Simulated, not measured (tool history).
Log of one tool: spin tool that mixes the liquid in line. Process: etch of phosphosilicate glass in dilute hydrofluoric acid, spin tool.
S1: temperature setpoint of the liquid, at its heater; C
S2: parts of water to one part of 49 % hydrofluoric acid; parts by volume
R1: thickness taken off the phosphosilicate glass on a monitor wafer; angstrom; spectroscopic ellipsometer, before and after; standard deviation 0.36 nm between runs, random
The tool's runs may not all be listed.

run 1 hour=0.0 | S1=25.0 S2=270 time_under_the_liquid_(s)=115 | R1=488.08
run 2 hour=1.0 | S1=26.0 S2=270 time_under_the_liquid_(s)=115 | R1=497.31
run 3 hour=3.9 | S1=25.0 S2=270 time_under_the_liquid_(s)=115 | R1=484.67
run 4 hour=11.2 | S1=25.0 S2=335 time_under_the_liquid_(s)=115 | R1=368.49
run 5 hour=12.7 | S1=27.0 S2=335 time_under_the_liquid_(s)=115 | R1=394.17
run 6 hour=18.5 | S1=27.5 S2=335 time_under_the_liquid_(s)=115 | R1=396.48
run 7 hour=20.3 | S1=28.0 S2=335 time_under_the_liquid_(s)=115 | R1=402.29

Predict the results of run 8:
run 8 hour=22.3 | S1=28.5 S2=335 time_under_the_liquid_(s)=115 | R1=?

{"run 8": {"R1": 405.39}}

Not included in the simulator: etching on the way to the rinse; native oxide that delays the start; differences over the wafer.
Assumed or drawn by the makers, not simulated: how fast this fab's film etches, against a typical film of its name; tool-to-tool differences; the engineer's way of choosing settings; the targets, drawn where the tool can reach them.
